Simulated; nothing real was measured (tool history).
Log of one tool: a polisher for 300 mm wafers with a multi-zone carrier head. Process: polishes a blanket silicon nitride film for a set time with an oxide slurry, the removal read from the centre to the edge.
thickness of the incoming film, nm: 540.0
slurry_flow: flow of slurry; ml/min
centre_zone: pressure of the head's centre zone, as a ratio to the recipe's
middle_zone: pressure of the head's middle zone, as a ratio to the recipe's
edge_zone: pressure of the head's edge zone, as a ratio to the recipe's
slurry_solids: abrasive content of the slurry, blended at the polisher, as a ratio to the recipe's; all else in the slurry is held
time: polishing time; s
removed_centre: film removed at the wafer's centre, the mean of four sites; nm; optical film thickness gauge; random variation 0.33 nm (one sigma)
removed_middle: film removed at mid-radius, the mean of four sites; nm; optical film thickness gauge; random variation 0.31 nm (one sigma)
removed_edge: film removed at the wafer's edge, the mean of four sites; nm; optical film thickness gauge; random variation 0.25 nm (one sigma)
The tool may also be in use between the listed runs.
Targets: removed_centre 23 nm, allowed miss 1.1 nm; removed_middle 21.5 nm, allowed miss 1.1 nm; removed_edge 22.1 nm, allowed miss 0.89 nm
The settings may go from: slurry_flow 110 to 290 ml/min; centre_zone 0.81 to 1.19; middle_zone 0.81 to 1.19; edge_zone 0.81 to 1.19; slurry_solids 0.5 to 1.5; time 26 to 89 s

run,hour,slurry_flow,centre_zone,middle_zone,edge_zone,slurry_solids,time,removed_centre,removed_middle,removed_edge
1,0,185,1,1,1,1,57,29.687,29.673,29.485
2,1.9,185,1,0.96,1,1,57,29.704,29.274,29.81
3,2.6,215,1,0.96,1,1,57,29.717,29.142,30.501
4,6.7,215,1,0.95,0.99,0.95,57,29.103,28.737,29.024
5,8.9,215,1,0.95,1.06,0.95,57,29.647,28.203,30.458
6,10.8,215,1,0.94,1.05,0.9,57,28.616,26.834,28.592
7,13.5,215,0.99,0.93,1.04,0.85,57,26.59,25.907,27.489
8,14.9,195,1.04,0.84,0.94,0.65,55,21.507,17.896,19.937
9,23.1,245,1,0.94,0.97,0.65,55,20.792,19.975,20.939
10,30.1,245,1.01,0.95,0.97,0.65,55,20.762,20.094,20.761
11,31.7,245,1.02,0.95,0.98,0.65,55,20.805,20.482,20.738
12,35.1,245,1.03,0.95,0.99,0.65,55,21.307,20.307,20.212
13,39.3,245,1.03,0.95,1,0.65,55,21.491,20.198,20.821
14,47.1,245,1.03,0.95,1.01,0.65,55,21.92,20.519,21.062
15,48.5,245,1.03,0.96,1.03,0.65,55,21.594,20.543,20.992
16,49.3,245,1.04,0.96,1.05,0.7,55,24.005,22.179,23.141

Which of these 4 next moves meets every target?
A,50.1,290,1.04,0.94,0.99,0.55,69,?,?,?
B,50.1,170,1.08,0.89,1.07,0.85,51,?,?,?
C,50.1,265,0.97,0.86,1.11,0.75,53,?,?,?
D,50.1,215,1.15,0.94,0.98,0.9,47,?,?,?

move,removed_centre,removed_middle,removed_edge
A,22.864,20.714,21.625
B,25.352,21.26,24.492
C,22.519,20.362,24.287
D,26.688,21.908,22.938
A: meets every target
B: further off than the last run
C: further off than the last run
D: brings the result that was furthest off to its target, and leaves another outside
The right move is A.

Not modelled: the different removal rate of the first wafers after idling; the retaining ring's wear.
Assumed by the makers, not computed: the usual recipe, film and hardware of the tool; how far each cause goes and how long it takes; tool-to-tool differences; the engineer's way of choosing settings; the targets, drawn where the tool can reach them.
